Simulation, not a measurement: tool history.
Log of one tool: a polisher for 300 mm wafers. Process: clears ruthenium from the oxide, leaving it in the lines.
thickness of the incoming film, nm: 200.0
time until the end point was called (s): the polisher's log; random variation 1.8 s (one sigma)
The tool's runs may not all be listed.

| run | day | flow of slurry (ml/min) | pressure of the wafer on the pad (kPa) | speed of the pad under the wafer (cm/s) | overpolish time after the end point (s) | time until the end point was called (s) |
|---|---|---|---|---|---|---|
| 1 | 0.000 | 205 | 17.9 | 108 | 3 | 159.43 |
| 2 | 0.083 | 205 | 17.9 | 92 | 3 | 177.34 |
| 3 | 0.162 | 185 | 17.9 | 92 | 3 | 184.61 |
| 4 | 0.533 | 185 | 17.9 | 82 | 3 | 207.65 |
| 5 | 0.675 | 185 | 17.9 | 62 | 3 | 277.50 |
| 6 | 0.783 | 185 | 20.0 | 70 | 3 | 213.38 |

Forecast run 7:
| 7 | 0.888 | 185 | 21.4 | 74 | 3 | ? |

{"run 7": {"time until the end point was called (s)": 195.69}}
